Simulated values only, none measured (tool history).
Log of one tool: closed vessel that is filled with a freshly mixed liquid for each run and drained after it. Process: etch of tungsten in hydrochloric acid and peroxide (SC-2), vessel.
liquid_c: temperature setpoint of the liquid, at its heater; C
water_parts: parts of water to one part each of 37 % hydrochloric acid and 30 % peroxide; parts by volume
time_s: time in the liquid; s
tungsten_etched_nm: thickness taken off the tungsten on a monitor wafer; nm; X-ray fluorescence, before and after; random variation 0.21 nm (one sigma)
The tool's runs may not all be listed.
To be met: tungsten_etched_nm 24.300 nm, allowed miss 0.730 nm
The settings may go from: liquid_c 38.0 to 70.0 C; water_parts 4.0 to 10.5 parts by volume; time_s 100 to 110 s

{"run": 1, "hour": 0.0, "liquid_c": 54.0, "water_parts": 5.5, "time_s": 100, "tungsten_etched_nm": 28.035}
{"run": 2, "hour": 3.3, "liquid_c": 53.5, "water_parts": 5.5, "time_s": 100, "tungsten_etched_nm": 27.213}
{"run": 3, "hour": 6.8, "liquid_c": 49.0, "water_parts": 5.5, "time_s": 100, "tungsten_etched_nm": 20.176}
{"run": 4, "hour": 8.9, "liquid_c": 55.5, "water_parts": 5.5, "time_s": 100, "tungsten_etched_nm": 31.062}
{"run": 5, "hour": 15.8, "liquid_c": 55.0, "water_parts": 5.5, "time_s": 100, "tungsten_etched_nm": 29.773}
{"run": 6, "hour": 23.9, "liquid_c": 54.5, "water_parts": 5.5, "time_s": 100, "tungsten_etched_nm": 29.291}
{"run": 7, "hour": 24.7, "liquid_c": 54.0, "water_parts": 5.5, "time_s": 100, "tungsten_etched_nm": 27.694}
{"run": 8, "hour": 29.0, "liquid_c": 53.5, "water_parts": 5.5, "time_s": 100, "tungsten_etched_nm": 27.265}
{"run": 9, "hour": 38.0, "liquid_c": 53.0, "water_parts": 5.5, "time_s": 100, "tungsten_etched_nm": 26.368}
{"run": 10, "hour": 39.4, "liquid_c": 52.5, "water_parts": 5.5, "time_s": 100, "tungsten_etched_nm": 25.041}
{"run": 11, "hour": 46.8, "liquid_c": 52.5, "water_parts": 5.5, "time_s": 100, "tungsten_etched_nm": 25.611}

5 next moves are on the table. One of them brings every result within its allowed miss. Which?
{"run": "A", "hour": 54.2, "liquid_c": 48.5, "water_parts": 5.0, "time_s": 110, "tungsten_etched_nm": "?"}
{"run": "B", "hour": 54.2, "liquid_c": 49.5, "water_parts": 5.5, "time_s": 110, "tungsten_etched_nm": "?"}
{"run": "C", "hour": 54.2, "liquid_c": 51.5, "water_parts": 6.0, "time_s": 110, "tungsten_etched_nm": "?"}
{"run": "D", "hour": 54.2, "liquid_c": 53.5, "water_parts": 7.0, "time_s": 100, "tungsten_etched_nm": "?"}
{"run": "E", "hour": 54.2, "liquid_c": 51.0, "water_parts": 5.5, "time_s": 100, "tungsten_etched_nm": "?"}

move=A tungsten_etched_nm=23.242
move=B tungsten_etched_nm=23.163
move=C tungsten_etched_nm=24.770
move=D tungsten_etched_nm=22.775
move=E tungsten_etched_nm=23.268
A: takes the result that was furthest off past its target
B: takes the result that was furthest off past its target
C: meets every target
D: takes the result that was furthest off past its target
E: takes the result that was furthest off past its target
The right move is C.
